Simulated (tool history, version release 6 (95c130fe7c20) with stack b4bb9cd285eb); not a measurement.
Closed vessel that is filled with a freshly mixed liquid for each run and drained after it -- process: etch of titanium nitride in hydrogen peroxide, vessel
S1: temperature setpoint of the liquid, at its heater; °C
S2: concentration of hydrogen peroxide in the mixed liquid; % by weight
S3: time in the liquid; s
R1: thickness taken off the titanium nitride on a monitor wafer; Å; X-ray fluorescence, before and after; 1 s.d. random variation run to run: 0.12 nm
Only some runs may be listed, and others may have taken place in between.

run    day  S1  S2   S3      R1
  1      0  52  23  875  304.83
  2  0.275  52  23  875  310.37
  3  0.488  52  23  875  310.26
  4  0.562  52  23  875  310.13
  5  0.633  52  23  930  328.08
  6  0.762  52  28  930   341.3

Estimate the outcome of run 7 from the log above:
  7  0.783  44  27.5  930   ?

For run 7 the tool returned R1 191.17 Å.
